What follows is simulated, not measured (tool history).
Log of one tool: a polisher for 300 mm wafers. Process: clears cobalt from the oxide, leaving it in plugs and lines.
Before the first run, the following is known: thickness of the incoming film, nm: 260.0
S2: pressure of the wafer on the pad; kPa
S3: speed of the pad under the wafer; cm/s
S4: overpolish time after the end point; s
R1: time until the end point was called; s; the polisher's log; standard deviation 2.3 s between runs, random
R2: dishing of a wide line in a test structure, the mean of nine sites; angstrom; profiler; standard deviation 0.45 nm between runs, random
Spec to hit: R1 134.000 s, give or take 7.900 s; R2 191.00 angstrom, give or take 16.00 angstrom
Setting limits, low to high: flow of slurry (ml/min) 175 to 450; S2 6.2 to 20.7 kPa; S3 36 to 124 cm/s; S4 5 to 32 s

Run 1, day 0.000: flow of slurry (ml/min) 290, S2 13.1 kPa, S3 80 cm/s, S4 16 s. Result: R1 88.352 s, R2 307.19 angstrom.
Run 2, day 0.329: flow of slurry (ml/min) 290, S2 13.1 kPa, S3 80 cm/s, S4 22 s. Result: R1 90.210 s, R2 350.66 angstrom.
Run 3, day 0.383: flow of slurry (ml/min) 290, S2 12.4 kPa, S3 80 cm/s, S4 19 s. Result: R1 92.782 s, R2 322.40 angstrom.
Run 4, day 0.671: flow of slurry (ml/min) 290, S2 12.4 kPa, S3 80 cm/s, S4 16 s. Result: R1 90.910 s, R2 296.26 angstrom.
Run 5, day 0.758: flow of slurry (ml/min) 290, S2 12.4 kPa, S3 70 cm/s, S4 16 s. Result: R1 104.990 s, R2 280.18 angstrom.
Run 6, day 0.958: flow of slurry (ml/min) 290, S2 12.4 kPa, S3 70 cm/s, S4 12 s. Result: R1 99.336 s, R2 222.34 angstrom.
Run 7, day 1.029: flow of slurry (ml/min) 290, S2 11.7 kPa, S3 70 cm/s, S4 12 s. Result: R1 106.870 s, R2 232.80 angstrom.
Run 8, day 1.292: flow of slurry (ml/min) 290, S2 11.0 kPa, S3 70 cm/s, S4 11 s. Result: R1 109.660 s, R2 204.54 angstrom.
Run 9, day 1.483: flow of slurry (ml/min) 290, S2 10.3 kPa, S3 70 cm/s, S4 11 s. Result: R1 117.070 s, R2 198.99 angstrom.
At day 1.767: worn pad replaced by a new one.
Run 10, day 1.767: flow of slurry (ml/min) 290, S2 9.7 kPa, S3 70 cm/s, S4 12 s. Result: R1 113.090 s, R2 225.95 angstrom.
Run 11, day 2.121: flow of slurry (ml/min) 285, S2 7.6 kPa, S3 64 cm/s, S4 9 s. Result: R1 135.880 s, R2 154.44 angstrom.
Run 12, day 2.450: flow of slurry (ml/min) 285, S2 7.6 kPa, S3 64 cm/s, S4 9 s. Result: R1 138.140 s, R2 150.98 angstrom.
Run 13, day 2.696: flow of slurry (ml/min) 285, S2 7.6 kPa, S3 64 cm/s, S4 10 s. Result: R1 133.520 s, R2 161.18 angstrom.

Exercise: of the 5 proposed moves below, exactly one satisfies all targets within the stated allowed misses. Which move is it?
Run A, day 2.942: flow of slurry (ml/min) 235, S2 7.6 kPa, S3 86 cm/s, S4 13 s. Result: R1 ?, R2 ?.
Run B, day 2.942: flow of slurry (ml/min) 285, S2 6.9 kPa, S3 60 cm/s, S4 16 s. Result: R1 ?, R2 ?.
Run C, day 2.942: flow of slurry (ml/min) 385, S2 13.1 kPa, S3 36 cm/s, S4 12 s. Result: R1 ?, R2 ?.
Run D, day 2.942: flow of slurry (ml/min) 285, S2 6.2 kPa, S3 64 cm/s, S4 17 s. Result: R1 ?, R2 ?.
Run E, day 2.942: flow of slurry (ml/min) 270, S2 6.9 kPa, S3 56 cm/s, S4 14 s. Result: R1 ?, R2 ?.

move       R1      R2
   A  113.050  230.66
   B  152.180  217.20
   C  134.450  192.29
   D  154.530  224.36
   E  160.000  189.68
A: moves the result that the last run missed by most past its target, out the other side
B: moves the result that the last run missed by most past its target, out the other side
C: meets every target
D: moves the result that the last run missed by most past its target, out the other side
E: gets the furthest-off result to its target, but another result is out of tolerance
Correct choice: C, which meets every target

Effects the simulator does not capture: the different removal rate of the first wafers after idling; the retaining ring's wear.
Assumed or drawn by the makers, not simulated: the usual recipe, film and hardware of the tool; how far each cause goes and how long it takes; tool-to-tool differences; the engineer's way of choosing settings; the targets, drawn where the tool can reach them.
